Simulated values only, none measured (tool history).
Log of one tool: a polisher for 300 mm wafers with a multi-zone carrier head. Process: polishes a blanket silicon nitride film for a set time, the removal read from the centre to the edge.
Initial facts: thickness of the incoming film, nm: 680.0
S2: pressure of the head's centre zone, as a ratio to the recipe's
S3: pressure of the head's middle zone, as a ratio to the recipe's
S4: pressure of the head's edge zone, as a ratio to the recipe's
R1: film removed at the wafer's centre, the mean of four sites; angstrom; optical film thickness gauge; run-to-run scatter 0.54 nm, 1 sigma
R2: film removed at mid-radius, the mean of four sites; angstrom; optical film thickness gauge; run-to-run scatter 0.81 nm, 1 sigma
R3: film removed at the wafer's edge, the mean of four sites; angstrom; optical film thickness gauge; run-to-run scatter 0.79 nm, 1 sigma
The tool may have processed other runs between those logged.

run 1 hour=0 | flow_of_slurry_(ml/min)=170 S2=1 S3=1 S4=1 polishing_time_(s)=71 | R1=1206.6 R2=1224 R3=1251.9
run 2 hour=1.4 | flow_of_slurry_(ml/min)=170 S2=1 S3=1 S4=0.98 polishing_time_(s)=68 | R1=1163.9 R2=1168.1 R3=1165.4
run 3 hour=6.7 | flow_of_slurry_(ml/min)=165 S2=0.99 S3=0.99 S4=0.96 polishing_time_(s)=66 | R1=1108.4 R2=1133.7 R3=1112.7
run 4 hour=13.2 | flow_of_slurry_(ml/min)=160 S2=0.98 S3=0.97 S4=0.95 polishing_time_(s)=64 | R1=1047.6 R2=1070.9 R3=1067.1
run 5 hour=16.7 | flow_of_slurry_(ml/min)=160 S2=0.98 S3=0.96 S4=0.94 polishing_time_(s)=62 | R1=1025.5 R2=1036.2 R3=1031.4
run 6 hour=17.8 | flow_of_slurry_(ml/min)=160 S2=0.98 S3=1.01 S4=0.94 polishing_time_(s)=62 | R1=1027.5 R2=1056.8 R3=1028.8
run 7 hour=22.6 | flow_of_slurry_(ml/min)=160 S2=0.98 S3=1 S4=0.93 polishing_time_(s)=60 | R1=990.88 R2=1009 R3=1004.5
run 8 hour=29.4 | flow_of_slurry_(ml/min)=160 S2=0.98 S3=1 S4=0.92 polishing_time_(s)=59 | R1=972.79 R2=1006.7 R3=955.84
run 9 hour=30.3 | flow_of_slurry_(ml/min)=135 S2=0.9 S3=0.9 S4=0.82 polishing_time_(s)=48 | R1=685.57 R2=742.77 R3=729.12
run 10 hour=34.6 | flow_of_slurry_(ml/min)=140 S2=0.9 S3=0.9 S4=0.82 polishing_time_(s)=48 | R1=702.06 R2=766.5 R3=744.46
run 11 hour=37.2 | flow_of_slurry_(ml/min)=145 S2=0.91 S3=0.9 S4=0.82 polishing_time_(s)=48 | R1=728.16 R2=748.45 R3=750.39
run 12 hour=38.9 | flow_of_slurry_(ml/min)=145 S2=0.91 S3=0.91 S4=0.82 polishing_time_(s)=48 | R1=713.32 R2=759.7 R3=760.34
run 13 hour=44.4 | flow_of_slurry_(ml/min)=145 S2=0.92 S3=0.92 S4=0.82 polishing_time_(s)=48 | R1=717.81 R2=750.78 R3=749.87

Forecast run 14:
run 14 hour=50.8 | flow_of_slurry_(ml/min)=150 S2=0.93 S3=0.94 S4=0.82 polishing_time_(s)=48 | R1=? R2=? R3=?

{"run 14": {"R1": 740.38, "R2": 789.26, "R3": 740.93}}
